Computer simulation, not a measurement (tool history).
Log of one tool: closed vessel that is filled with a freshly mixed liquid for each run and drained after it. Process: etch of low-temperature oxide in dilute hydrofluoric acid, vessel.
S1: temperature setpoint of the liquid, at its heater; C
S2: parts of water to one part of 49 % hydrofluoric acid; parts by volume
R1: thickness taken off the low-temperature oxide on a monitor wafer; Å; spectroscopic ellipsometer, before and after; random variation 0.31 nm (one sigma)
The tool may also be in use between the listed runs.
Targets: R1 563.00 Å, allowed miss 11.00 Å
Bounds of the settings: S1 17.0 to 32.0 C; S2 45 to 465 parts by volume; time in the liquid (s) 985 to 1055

run 1 day=0.000 | S1=24.0 S2=255 time_in_the_liquid_(s)=985 | R1=989.33
run 2 day=0.121 | S1=24.0 S2=350 time_in_the_liquid_(s)=985 | R1=650.04
run 3 day=0.458 | S1=22.0 S2=350 time_in_the_liquid_(s)=985 | R1=619.26
run 4 day=0.804 | S1=22.0 S2=275 time_in_the_liquid_(s)=985 | R1=833.83
run 5 day=0.875 | S1=24.0 S2=275 time_in_the_liquid_(s)=985 | R1=905.10
run 6 day=0.908 | S1=22.5 S2=275 time_in_the_liquid_(s)=985 | R1=847.93
run 7 day=1.067 | S1=18.5 S2=320 time_in_the_liquid_(s)=985 | R1=608.83
run 8 day=1.362 | S1=18.0 S2=320 time_in_the_liquid_(s)=985 | R1=596.66

Which of these 5 next moves meets every target?
run A day=1.658 | S1=17.0 S2=300 time_in_the_liquid_(s)=985 | R1=?
run B day=1.658 | S1=17.0 S2=300 time_in_the_liquid_(s)=1020 | R1=?
run C day=1.658 | S1=17.5 S2=315 time_in_the_liquid_(s)=1055 | R1=?
run D day=1.658 | S1=18.5 S2=295 time_in_the_liquid_(s)=985 | R1=?
run E day=1.658 | S1=17.0 S2=330 time_in_the_liquid_(s)=1000 | R1=?

move=A R1=624.57
move=B R1=646.76
move=C R1=641.12
move=D R1=674.85
move=E R1=562.34
A: further off than the last run
B: further off than the last run
C: further off than the last run
D: further off than the last run
E: meets every target
Move E is the one to make.

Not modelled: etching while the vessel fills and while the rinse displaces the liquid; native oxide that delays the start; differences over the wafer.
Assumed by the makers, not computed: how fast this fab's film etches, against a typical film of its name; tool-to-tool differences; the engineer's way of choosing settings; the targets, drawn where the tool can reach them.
